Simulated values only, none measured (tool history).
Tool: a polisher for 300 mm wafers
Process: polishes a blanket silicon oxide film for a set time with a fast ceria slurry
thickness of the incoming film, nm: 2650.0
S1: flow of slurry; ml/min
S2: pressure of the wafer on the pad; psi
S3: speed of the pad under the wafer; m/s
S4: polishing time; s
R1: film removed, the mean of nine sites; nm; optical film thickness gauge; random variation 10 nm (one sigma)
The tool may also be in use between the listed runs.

Run 1, hour 0: S1 265 ml/min, S2 2.3 psi, S3 0.86 m/s, S4 53 s. Result: R1 680.58 nm.
Run 2, hour 5.1: S1 265 ml/min, S2 2.3 psi, S3 0.86 m/s, S4 53 s. Result: R1 672.89 nm.
Run 3, hour 11.7: S1 265 ml/min, S2 1.8 psi, S3 0.86 m/s, S4 53 s. Result: R1 541.41 nm.
Run 4, hour 15.2: S1 265 ml/min, S2 2.2 psi, S3 0.86 m/s, S4 53 s. Result: R1 647.07 nm.
Run 5, hour 17.8: S1 265 ml/min, S2 2.5 psi, S3 0.86 m/s, S4 53 s. Result: R1 734.79 nm.
Run 6, hour 23.7: S1 265 ml/min, S2 2.8 psi, S3 0.86 m/s, S4 53 s. Result: R1 807.76 nm.
Run 7, hour 25: S1 265 ml/min, S2 3 psi, S3 0.88 m/s, S4 53 s. Result: R1 885.93 nm.
Run 8, hour 26.9: S1 265 ml/min, S2 3.2 psi, S3 0.88 m/s, S4 53 s. Result: R1 940.93 nm.

The next listed run, before its measurement:
Run 9, hour 28.1: S1 265 ml/min, S2 3.3 psi, S3 0.9 m/s, S4 53 s. Result: R1 ?.

R1: 1002.6 nm
